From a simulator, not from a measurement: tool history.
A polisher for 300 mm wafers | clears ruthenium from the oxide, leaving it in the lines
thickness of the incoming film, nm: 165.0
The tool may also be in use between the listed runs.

run  hour  flow of slurry (ml/min)  pressure of the wafer on the pad (psi)  speed of the pad under the wafer (m/s)  overpolish time after the end point (s)  time until the end point was called (s)
  1     0                      155                                     1.9                                       1                                       20                                   159.59
  2   5.1                      155                                     1.9                                    1.26                                       20                                   132.75
  3  10.9                      155                                     1.9                                    1.26                                       22                                   133.38
  4  19.4                      115                                     1.9                                    1.26                                       22                                   137.77
  5  25.4                      115                                     1.9                                    1.26                                       22                                   140.91
  6  29.1                      150                                     1.9                                    1.26                                       22                                   133.65
  7  32.3                      150                                     1.9                                    1.26                                       22                                      135
  8  34.8                      150                                       2                                    1.26                                       22                                   127.77
  9  37.1                      150                                     2.1                                    1.26                                       22                                   123.16

The next listed run, before its measurement:
 10  42.8                      150                                     2.2                                    1.26                                       22                                        ?

Run 10 gave time until the end point was called (s) 118.

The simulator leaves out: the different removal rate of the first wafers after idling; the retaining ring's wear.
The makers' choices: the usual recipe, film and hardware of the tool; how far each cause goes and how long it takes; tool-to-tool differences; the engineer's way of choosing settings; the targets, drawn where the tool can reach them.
